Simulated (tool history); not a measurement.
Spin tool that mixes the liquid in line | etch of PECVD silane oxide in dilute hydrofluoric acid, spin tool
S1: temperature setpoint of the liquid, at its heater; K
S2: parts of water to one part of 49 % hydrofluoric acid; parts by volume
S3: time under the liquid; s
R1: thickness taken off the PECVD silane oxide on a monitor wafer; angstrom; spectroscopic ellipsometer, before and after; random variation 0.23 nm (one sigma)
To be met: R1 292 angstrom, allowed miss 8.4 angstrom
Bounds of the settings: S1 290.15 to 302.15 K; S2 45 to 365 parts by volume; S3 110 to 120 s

Run 1, hour 0: S1 294.15 K, S2 205 parts by volume, S3 110 s. Result: R1 156.91 angstrom.
Run 2, hour 1.4: S1 295.65 K, S2 190 parts by volume, S3 110 s. Result: R1 180.61 angstrom.
Run 3, hour 4.5: S1 297.15 K, S2 180 parts by volume, S3 110 s. Result: R1 208.13 angstrom.
Run 4, hour 6: S1 298.15 K, S2 175 parts by volume, S3 110 s. Result: R1 218.47 angstrom.
Run 5, hour 12.9: S1 299.15 K, S2 170 parts by volume, S3 110 s. Result: R1 233.77 angstrom.
Run 6, hour 17.9: S1 300.65 K, S2 170 parts by volume, S3 110 s. Result: R1 250.52 angstrom.
Run 7, hour 26: S1 301.15 K, S2 165 parts by volume, S3 110 s. Result: R1 267.1 angstrom.
Run 8, hour 29.9: S1 301.65 K, S2 160 parts by volume, S3 110 s. Result: R1 274.95 angstrom.
Run 9, hour 32.2: S1 302.15 K, S2 150 parts by volume, S3 110 s. Result: R1 306.61 angstrom.
Run 10, hour 41.1: S1 301.65 K, S2 150 parts by volume, S3 110 s. Result: R1 300.33 angstrom.

Which of these 4 next moves meets every target?
Run A, hour 50: S1 300.15 K, S2 140 parts by volume, S3 115 s. Result: R1 ?.
Run B, hour 50: S1 299.65 K, S2 155 parts by volume, S3 120 s. Result: R1 ?.
Run C, hour 50: S1 301.65 K, S2 140 parts by volume, S3 110 s. Result: R1 ?.
Run D, hour 50: S1 297.65 K, S2 135 parts by volume, S3 120 s. Result: R1 ?.

move      R1
   A  324.74
   B  294.96
   C  328.38
   D  321.58
A: further off than the last run
B: meets every target
C: further off than the last run
D: further off than the last run
Answer: B
